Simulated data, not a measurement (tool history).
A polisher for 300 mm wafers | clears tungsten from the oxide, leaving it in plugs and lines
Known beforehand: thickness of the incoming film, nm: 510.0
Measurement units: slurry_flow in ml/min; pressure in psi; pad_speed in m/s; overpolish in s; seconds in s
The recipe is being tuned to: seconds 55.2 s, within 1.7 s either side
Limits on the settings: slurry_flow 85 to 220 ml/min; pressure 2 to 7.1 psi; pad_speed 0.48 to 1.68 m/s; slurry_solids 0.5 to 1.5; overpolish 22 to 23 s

run	hour	slurry_flow	pressure	pad_speed	slurry_solids	overpolish	seconds
1	0	140	4.5	1.08	1	22	87.918
2	1.4	145	4.8	1.08	1	22	80.931
3	6.8	150	5	1.08	1	22	77.241
4	10.7	175	5	1.08	1	22	75.721
5	11.6	190	5	1.08	1	22	75.118
6	19.2	165	5	1.08	1	22	76.689
7	23.7	165	5.2	1.08	1	22	72.993
8	25.5	165	5.4	1.08	1	22	72.161
9	33.7	165	5.6	1.08	1	22	68.058
10	35.4	165	5.7	1.08	1	22	66.89
11	43.5	165	5.8	1.08	1	22	65.647
12	47	165	5.9	1.08	1	22	64.593

Of the 5 settings listed for the next run, only one would bring every result within its allowed miss of target. Which one?
A	50.5	195	6.5	1.26	0.9	23	?
B	50.5	145	7.1	1.22	0.85	23	?
C	50.5	195	6.2	1.16	1.05	23	?
D	50.5	170	6	1.14	1.15	22	?
E	50.5	145	5.9	1.18	1	22	?

move	seconds
A	50.797
B	51.095
C	55.586
D	58.283
E	60.882
A: takes the result that was furthest off past its target
B: takes the result that was furthest off past its target
C: in spec on every target
D: moves toward the targets from the last run without getting all of them in spec
E: moves toward the targets from the last run without getting all of them in spec
Move C is the one to make.
